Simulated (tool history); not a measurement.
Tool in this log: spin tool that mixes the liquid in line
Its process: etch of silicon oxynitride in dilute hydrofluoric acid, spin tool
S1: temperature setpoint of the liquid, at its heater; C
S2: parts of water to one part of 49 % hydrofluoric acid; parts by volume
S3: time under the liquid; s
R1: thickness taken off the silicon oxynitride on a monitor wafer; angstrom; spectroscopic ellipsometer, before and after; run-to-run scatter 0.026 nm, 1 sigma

run	hour	S1	S2	S3	R1
1	0.0	26.0	60	55	53.350
2	2.5	26.0	40	55	81.211
3	3.5	26.0	40	35	52.017
4	10.2	25.0	40	35	49.340
5	14.2	25.0	60	35	32.294
6	22.4	26.0	60	35	34.105
7	29.2	26.0	60	35	34.008
8	34.1	26.5	60	35	34.740

What will run 9 give?
9	36.2	27.0	60	35	?

{"run 9": {"R1": 35.581}}
